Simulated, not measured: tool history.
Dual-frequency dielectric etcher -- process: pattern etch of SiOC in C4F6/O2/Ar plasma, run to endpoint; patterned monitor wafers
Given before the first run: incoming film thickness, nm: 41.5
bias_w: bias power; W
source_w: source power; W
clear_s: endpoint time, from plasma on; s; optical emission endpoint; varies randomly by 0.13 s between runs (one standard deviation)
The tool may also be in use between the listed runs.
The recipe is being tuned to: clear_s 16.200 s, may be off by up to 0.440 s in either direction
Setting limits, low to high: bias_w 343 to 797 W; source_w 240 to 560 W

run  hour  bias_w  source_w  clear_s
  1   0.0     570       400   12.763
  2   7.5     570       440   12.284
  3  10.6     531       420   12.895
  4  18.8     585       420   12.145
  5  27.7     545       410   12.841
  6  29.8     545       340   14.435
  7  36.4     526       340   14.570
  8  41.3     508       340   14.647
  9  46.2     489       340   14.711
 10  52.2     473       330   15.248
     60.8  -- bias power generator calibrated
 11  60.8     462       330   15.282
 12  67.1     383       310   16.881

Exercise: of the 5 proposed moves below, exactly one satisfies all targets within the stated allowed misses. Which move is it?
  A  73.4     548       310        ?
  B  73.4     527       290        ?
  C  73.4     450       330        ?
  D  73.4     359       290        ?
  E  73.4     385       270        ?

move  clear_s
   A   15.067
   B   15.999
   C   15.251
   D   17.742
   E   18.447
A: the result that was furthest off in the last run now lies on the other side of its target
B: meets every target
C: the result that was furthest off in the last run now lies on the other side of its target
D: its largest miss is bigger than the last run's
E: its largest miss is bigger than the last run's
B meets every target.
